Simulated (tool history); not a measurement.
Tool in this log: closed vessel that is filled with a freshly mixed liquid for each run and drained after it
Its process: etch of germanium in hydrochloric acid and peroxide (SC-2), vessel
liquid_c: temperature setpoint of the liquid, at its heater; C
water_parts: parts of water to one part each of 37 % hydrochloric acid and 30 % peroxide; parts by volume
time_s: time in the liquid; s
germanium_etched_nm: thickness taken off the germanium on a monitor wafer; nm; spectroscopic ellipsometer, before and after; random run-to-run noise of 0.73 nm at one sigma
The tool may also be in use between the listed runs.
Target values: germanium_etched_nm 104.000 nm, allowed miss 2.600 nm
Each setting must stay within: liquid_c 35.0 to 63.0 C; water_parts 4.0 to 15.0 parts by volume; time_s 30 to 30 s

Run 1, hour 0.0: liquid_c 47.0 C, water_parts 8.5 parts by volume, time_s 30 s. Result: germanium_etched_nm 78.805 nm.
Run 2, hour 7.2: liquid_c 47.0 C, water_parts 10.0 parts by volume, time_s 30 s. Result: germanium_etched_nm 76.975 nm.
Run 3, hour 8.2: liquid_c 49.0 C, water_parts 10.0 parts by volume, time_s 30 s. Result: germanium_etched_nm 82.313 nm.
Run 4, hour 13.2: liquid_c 50.5 C, water_parts 10.0 parts by volume, time_s 30 s. Result: germanium_etched_nm 87.229 nm.
Run 5, hour 22.2: liquid_c 51.5 C, water_parts 10.0 parts by volume, time_s 30 s. Result: germanium_etched_nm 88.639 nm.
Run 6, hour 31.0: liquid_c 51.5 C, water_parts 8.0 parts by volume, time_s 30 s. Result: germanium_etched_nm 90.865 nm.
Run 7, hour 32.3: liquid_c 52.5 C, water_parts 8.0 parts by volume, time_s 30 s. Result: germanium_etched_nm 94.060 nm.
Run 8, hour 37.2: liquid_c 53.5 C, water_parts 8.0 parts by volume, time_s 30 s. Result: germanium_etched_nm 96.770 nm.
Run 9, hour 38.8: liquid_c 54.0 C, water_parts 8.0 parts by volume, time_s 30 s. Result: germanium_etched_nm 98.296 nm.
Run 10, hour 43.8: liquid_c 54.5 C, water_parts 8.0 parts by volume, time_s 30 s. Result: germanium_etched_nm 100.650 nm.
Run 11, hour 50.2: liquid_c 55.0 C, water_parts 8.0 parts by volume, time_s 30 s. Result: germanium_etched_nm 101.820 nm.
At hour 55.1: thermometer replaced.
Run 12, hour 55.1: liquid_c 56.0 C, water_parts 8.0 parts by volume, time_s 30 s. Result: germanium_etched_nm 98.569 nm.
Run 13, hour 56.2: liquid_c 59.0 C, water_parts 8.0 parts by volume, time_s 30 s. Result: germanium_etched_nm 107.120 nm.

4 next moves are on the table. One of them brings every result within its allowed miss. Which?
Run A, hour 57.3: liquid_c 59.0 C, water_parts 6.0 parts by volume, time_s 30 s. Result: germanium_etched_nm ?.
Run B, hour 57.3: liquid_c 58.5 C, water_parts 9.5 parts by volume, time_s 30 s. Result: germanium_etched_nm ?.
Run C, hour 57.3: liquid_c 60.5 C, water_parts 8.0 parts by volume, time_s 30 s. Result: germanium_etched_nm ?.
Run D, hour 57.3: liquid_c 59.5 C, water_parts 8.0 parts by volume, time_s 30 s. Result: germanium_etched_nm ?.

move  germanium_etched_nm
   A              108.890
   B              103.760
   C              111.820
   D              108.550
A: the biggest miss grows against the last run
B: all results in spec
C: the biggest miss grows against the last run
D: the biggest miss grows against the last run
Move B is the one to make.
